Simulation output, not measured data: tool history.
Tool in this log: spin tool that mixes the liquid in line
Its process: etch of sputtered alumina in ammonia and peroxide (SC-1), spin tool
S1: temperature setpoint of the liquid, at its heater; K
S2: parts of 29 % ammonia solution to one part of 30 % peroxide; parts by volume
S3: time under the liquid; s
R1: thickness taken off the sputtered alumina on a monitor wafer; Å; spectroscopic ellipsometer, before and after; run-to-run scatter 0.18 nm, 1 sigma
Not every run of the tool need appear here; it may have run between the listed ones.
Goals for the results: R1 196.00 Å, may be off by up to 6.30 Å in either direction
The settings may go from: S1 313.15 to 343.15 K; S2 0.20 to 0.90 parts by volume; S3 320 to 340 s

{"run": 1, "day": 0.0, "S1": 329.15, "S2": 0.5, "S3": 320, "R1": 246.33}
{"run": 2, "day": 0.321, "S1": 329.15, "S2": 0.5, "S3": 320, "R1": 245.2}
{"run": 3, "day": 0.371, "S1": 327.65, "S2": 0.5, "S3": 320, "R1": 220.89}
{"run": 4, "day": 0.654, "S1": 327.15, "S2": 0.5, "S3": 320, "R1": 218.95}
{"run": 5, "day": 1.025, "S1": 331.15, "S2": 0.5, "S3": 320, "R1": 269.35}
{"run": 6, "day": 1.196, "S1": 326.65, "S2": 0.5, "S3": 320, "R1": 214.88}
{"run": 7, "day": 1.312, "S1": 326.15, "S2": 0.5, "S3": 320, "R1": 210.5}
{"run": 8, "day": 1.688, "S1": 325.65, "S2": 0.5, "S3": 320, "R1": 202.97}

5 next moves are on the table. One of them brings every result within its allowed miss. Which?
{"run": "A", "day": 2.062, "S1": 325.65, "S2": 0.35, "S3": 340, "R1": "?"}
{"run": "B", "day": 2.062, "S1": 322.65, "S2": 0.5, "S3": 340, "R1": "?"}
{"run": "C", "day": 2.062, "S1": 322.65, "S2": 0.5, "S3": 335, "R1": "?"}
{"run": "D", "day": 2.062, "S1": 324.15, "S2": 0.55, "S3": 335, "R1": "?"}
{"run": "E", "day": 2.062, "S1": 323.65, "S2": 0.3, "S3": 340, "R1": "?"}

move=A R1=205.43
move=B R1=180.39
move=C R1=177.73
move=D R1=194.74
move=E R1=181.56
A: moves away from the targets compared with the last run
B: the result that was furthest off in the last run now lies on the other side of its target
C: the result that was furthest off in the last run now lies on the other side of its target
D: meets every target
E: the result that was furthest off in the last run now lies on the other side of its target
Answer: D
